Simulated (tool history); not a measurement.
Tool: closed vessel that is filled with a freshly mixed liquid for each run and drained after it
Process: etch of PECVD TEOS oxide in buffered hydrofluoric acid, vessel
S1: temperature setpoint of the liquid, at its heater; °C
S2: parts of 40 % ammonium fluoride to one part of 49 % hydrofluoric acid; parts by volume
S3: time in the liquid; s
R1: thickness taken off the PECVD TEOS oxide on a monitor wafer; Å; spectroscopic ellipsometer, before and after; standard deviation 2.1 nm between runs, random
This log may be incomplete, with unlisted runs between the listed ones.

run	hour	S1	S2	S3	R1
1	0.0	25.0	12.5	105	3296.2
2	2.9	25.0	12.5	115	3622.3
3	6.1	25.0	11.0	115	4095.9
4	12.5	28.0	11.0	115	4747.2
5	20.6	28.0	8.0	115	6432.4
6	28.0	26.0	9.0	115	4993.4
7	33.5	22.0	9.5	115	4007.6
8	34.1	21.0	10.0	115	3648.7

Predict the results of run 9:
9	35.9	20.5	10.5	115	?

R1: 3329.4 Å
